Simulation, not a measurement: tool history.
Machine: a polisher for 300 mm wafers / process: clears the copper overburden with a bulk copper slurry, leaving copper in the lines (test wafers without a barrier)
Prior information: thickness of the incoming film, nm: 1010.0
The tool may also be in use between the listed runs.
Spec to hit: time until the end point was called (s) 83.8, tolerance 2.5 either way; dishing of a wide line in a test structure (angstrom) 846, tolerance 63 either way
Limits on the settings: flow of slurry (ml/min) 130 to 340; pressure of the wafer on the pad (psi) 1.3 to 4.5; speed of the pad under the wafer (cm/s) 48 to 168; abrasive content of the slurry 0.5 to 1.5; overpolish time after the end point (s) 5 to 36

| run | day | flow of slurry (ml/min) | pressure of the wafer on the pad (psi) | speed of the pad under the wafer (cm/s) | abrasive content of the slurry | overpolish time after the end point (s) | time until the end point was called (s) | dishing of a wide line in a test structure (angstrom) |
|---|---|---|---|---|---|---|---|---|
| 1 | 0 | 220 | 2.9 | 108 | 1 | 18 | 109.86 | 743.43 |
| 2 | 0.283 | 220 | 2.9 | 108 | 0.8 | 18 | 121.73 | 712.69 |
| 3 | 0.612 | 225 | 3.2 | 108 | 0.8 | 17 | 107.78 | 717 |
| 4 | 0.733 | 225 | 3.7 | 108 | 0.8 | 17 | 94.126 | 808.64 |
| 5 | 0.908 | 230 | 3.8 | 108 | 0.8 | 17 | 92.402 | 813.78 |
| 6 | 1.029 | 250 | 3.8 | 108 | 0.8 | 17 | 91.389 | 807.91 |
| 7 | 1.317 | 250 | 3.9 | 108 | 0.8 | 17 | 89.995 | 867.96 |
| 8 | 1.65 | 250 | 4 | 108 | 0.8 | 16 | 87.799 | 809.98 |

4 candidate next runs follow, results not yet known. Just one meets every target within its allowed miss. Identify it.
| A | 1.983 | 200 | 4 | 110 | 0.9 | 17 | ? | ? |
| B | 1.983 | 195 | 4.3 | 94 | 1.05 | 19 | ? | ? |
| C | 1.983 | 280 | 3.1 | 142 | 0.6 | 15 | ? | ? |
| D | 1.983 | 230 | 3.8 | 110 | 0.8 | 17 | ? | ? |

| move | time until the end point was called (s) | dishing of a wide line in a test structure (angstrom) |
|---|---|---|
| A | 83.802 | 853.26 |
| B | 87.04 | 889.08 |
| C | 92.652 | 740.95 |
| D | 90.003 | 821.08 |
A: every result lands within tolerance
B: better than the last run, though not everything is in spec
C: further off than the last run
D: further off than the last run
The right move is A.
